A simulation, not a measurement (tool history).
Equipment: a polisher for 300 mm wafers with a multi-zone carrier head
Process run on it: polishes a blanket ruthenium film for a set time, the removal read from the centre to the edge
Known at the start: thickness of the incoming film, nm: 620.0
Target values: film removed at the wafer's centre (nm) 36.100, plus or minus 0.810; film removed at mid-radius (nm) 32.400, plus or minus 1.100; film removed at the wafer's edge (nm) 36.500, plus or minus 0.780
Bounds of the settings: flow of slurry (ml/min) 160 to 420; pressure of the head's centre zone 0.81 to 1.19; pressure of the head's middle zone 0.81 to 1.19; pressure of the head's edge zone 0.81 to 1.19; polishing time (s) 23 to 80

run	hour	flow of slurry (ml/min)	pressure of the head's centre zone	pressure of the head's middle zone	pressure of the head's edge zone	polishing time (s)	film removed at the wafer's centre (nm)	film removed at mid-radius (nm)	film removed at the wafer's edge (nm)
1	0.0	270	1.00	1.00	1.00	51	57.110	58.668	57.789
2	6.5	270	1.00	1.00	1.00	58	64.335	66.338	65.038
3	7.9	270	1.00	1.00	1.03	58	64.967	66.602	65.850
4	9.9	270	1.07	1.00	1.03	58	68.726	67.381	66.676
5	14.2	260	1.04	0.95	0.99	50	57.485	56.049	55.441
6	17.6	265	1.04	0.91	1.02	43	49.819	46.181	49.056
7	19.8	270	1.03	0.89	1.01	39	44.976	41.881	44.240
8	26.7	270	1.02	0.87	1.01	37	42.333	39.257	41.801
9	34.2	270	1.02	0.85	1.02	35	39.807	36.971	39.947
10	42.0	270	1.02	0.85	1.02	35	40.008	36.572	39.774
11	42.9	265	1.02	0.84	1.02	34	38.228	34.628	38.974

4 next moves are on the table. One of them brings every result within its allowed miss. Which?
A	43.8	235	1.02	0.81	0.99	31	?	?	?
B	43.8	310	1.03	0.83	1.06	31	?	?	?
C	43.8	235	0.92	0.89	1.06	35	?	?	?
D	43.8	305	1.04	0.86	0.97	32	?	?	?

move	film removed at the wafer's centre (nm)	film removed at mid-radius (nm)	film removed at the wafer's edge (nm)
A	34.903	31.200	34.623
B	36.060	32.267	36.350
C	35.528	37.137	40.387
D	37.545	33.935	35.897
A: carries the result that was furthest off beyond its target, to the other side
B: meets every target
C: lands further from the targets than the last run did
D: brings the last run's worst result on target, with another outside its allowed miss
B is the move that brings every result within its allowed miss.
